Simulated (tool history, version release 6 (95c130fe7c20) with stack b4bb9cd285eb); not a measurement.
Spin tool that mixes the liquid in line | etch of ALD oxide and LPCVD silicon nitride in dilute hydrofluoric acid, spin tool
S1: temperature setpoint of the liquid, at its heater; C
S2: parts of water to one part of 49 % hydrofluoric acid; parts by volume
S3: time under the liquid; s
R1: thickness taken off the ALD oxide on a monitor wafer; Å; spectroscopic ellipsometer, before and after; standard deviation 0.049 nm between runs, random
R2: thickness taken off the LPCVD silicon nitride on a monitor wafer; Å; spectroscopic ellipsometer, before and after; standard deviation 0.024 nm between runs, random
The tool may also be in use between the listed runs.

run    day    S1   S2   S3      R1      R2
  1      0    20  175  145  113.31   2.927
  2  0.112    20  175  195  151.04  3.7266
  3  0.383    20  175  220  170.43  4.5833
  4  0.425  19.5  185  220   156.8  3.7685
  5  0.579  19.5  195  220  149.26  3.5221
  6  0.762  19.5  205  220  139.24  3.6489
  7  1.075    17  260  220  94.366  2.1466

Forecast run 8:
  8  1.388  17  260  220   ?   ?

Logged for run 8: R1 94.992 Å, R2 2.6779 Å.
